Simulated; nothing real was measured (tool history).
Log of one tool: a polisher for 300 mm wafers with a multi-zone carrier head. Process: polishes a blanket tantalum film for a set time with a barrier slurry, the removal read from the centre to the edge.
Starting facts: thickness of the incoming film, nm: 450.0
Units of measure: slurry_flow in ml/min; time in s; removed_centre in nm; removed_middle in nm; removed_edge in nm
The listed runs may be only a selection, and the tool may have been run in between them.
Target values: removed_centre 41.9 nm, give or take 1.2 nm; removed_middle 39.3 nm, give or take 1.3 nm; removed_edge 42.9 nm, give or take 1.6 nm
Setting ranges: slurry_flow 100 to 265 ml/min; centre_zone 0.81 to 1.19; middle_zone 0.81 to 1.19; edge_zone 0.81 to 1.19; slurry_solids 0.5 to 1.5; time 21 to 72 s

| run | day | slurry_flow | centre_zone | middle_zone | edge_zone | slurry_solids | time | removed_centre | removed_middle | removed_edge |
|---|---|---|---|---|---|---|---|---|---|---|
| 1 | 0 | 170 | 1 | 1 | 1 | 1 | 46 | 75.024 | 65.981 | 64.431 |
| 2 | 0.058 | 155 | 0.95 | 0.96 | 0.98 | 0.85 | 43 | 63.367 | 57.377 | 56.864 |
| 3 | 0.425 | 145 | 0.92 | 0.92 | 0.98 | 0.75 | 41 | 55.448 | 49.925 | 52.872 |
| 4 | 0.617 | 140 | 0.89 | 0.9 | 0.95 | 0.7 | 40 | 51.346 | 47.993 | 49.66 |
| 5 | 0.746 | 135 | 0.88 | 0.88 | 0.94 | 0.65 | 39 | 47.867 | 44.331 | 47.355 |
| 6 | 0.921 | 130 | 0.87 | 0.86 | 0.92 | 0.6 | 39 | 46.494 | 41.731 | 45.702 |
| 7 | 1.067 | 125 | 0.85 | 0.86 | 0.9 | 0.6 | 39 | 44.602 | 41.429 | 45.405 |
| 8 | 1.329 | 120 | 0.85 | 0.86 | 0.88 | 0.6 | 39 | 44.726 | 42.252 | 44.377 |
| 9 | 1.671 | 115 | 0.84 | 0.85 | 0.87 | 0.6 | 39 | 43.39 | 41.479 | 43.952 |
| 10 | 1.712 | 110 | 0.84 | 0.84 | 0.87 | 0.6 | 39 | 43.575 | 39.492 | 43.189 |

Of the 5 settings listed for the next run, only one would bring every result within its allowed miss of target. Which one?
| A | 1.754 | 125 | 0.91 | 0.89 | 0.84 | 0.55 | 38 | ? | ? | ? |
| B | 1.754 | 175 | 0.83 | 0.85 | 0.93 | 0.6 | 35 | ? | ? | ? |
| C | 1.754 | 115 | 0.92 | 0.87 | 0.81 | 0.85 | 34 | ? | ? | ? |
| D | 1.754 | 125 | 0.85 | 0.82 | 0.9 | 0.55 | 39 | ? | ? | ? |
| E | 1.754 | 100 | 0.93 | 0.87 | 0.99 | 0.65 | 37 | ? | ? | ? |

| move | removed_centre | removed_middle | removed_edge |
|---|---|---|---|
| A | 45.545 | 40.761 | 41.003 |
| B | 41.468 | 38.948 | 42.033 |
| C | 45.525 | 39.629 | 40.152 |
| D | 43.643 | 39.119 | 43.455 |
| E | 45.417 | 39.231 | 43.914 |
A: lands further from the targets than the last run did
B: each result inside its tolerance
C: lands further from the targets than the last run did
D: neither nearer nor further off than the last run
E: lands further from the targets than the last run did
Go with B: it meets all targets.

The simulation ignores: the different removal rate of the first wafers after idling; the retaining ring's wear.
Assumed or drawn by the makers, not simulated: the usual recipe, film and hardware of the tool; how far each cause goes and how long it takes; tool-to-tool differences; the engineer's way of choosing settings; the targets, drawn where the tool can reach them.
